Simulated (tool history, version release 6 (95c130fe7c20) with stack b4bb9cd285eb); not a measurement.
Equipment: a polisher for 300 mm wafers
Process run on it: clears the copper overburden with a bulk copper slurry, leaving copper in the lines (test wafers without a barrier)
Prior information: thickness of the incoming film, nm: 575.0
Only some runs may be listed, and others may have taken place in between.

run  hour  flow of slurry (ml/min)  pressure of the wafer on the pad (psi)  speed of the pad under the wafer (m/s)  abrasive content of the slurry  overpolish time after the end point (s)  time until the end point was called (s)  dishing of a wide line in a test structure (nm)
  1   0.0                      240                                     2.4                                    0.92                             1.0                                       11                                   96.542                                           38.772
  2   1.3                      240                                     2.5                                    0.92                             1.0                                       11                                   91.187                                           39.812
  3   2.9                      240                                     2.6                                    0.92                             1.0                                       11                                   89.212                                           40.645
  4   5.5                      240                                     2.6                                    0.92                             1.2                                       11                                   83.437                                           43.119
  5  12.6                      240                                     2.7                                    0.92                             1.2                                       11                                   83.511                                           42.242
  6  15.7                      240                                     2.7                                    0.92                             1.2                                        7                                   79.343                                           32.158
  7  17.3                      240                                     2.7                                    0.92                             1.2                                        8                                   79.769                                           34.533

Run 8, settings as shown, results not yet in. Your forecast:
  8  25.9                      240                                     2.7                                    0.92                             1.2                                        9                                        ?                                                ?

Run 8 came out at time until the end point was called (s) 78.987, dishing of a wide line in a test structure (nm) 37.010.

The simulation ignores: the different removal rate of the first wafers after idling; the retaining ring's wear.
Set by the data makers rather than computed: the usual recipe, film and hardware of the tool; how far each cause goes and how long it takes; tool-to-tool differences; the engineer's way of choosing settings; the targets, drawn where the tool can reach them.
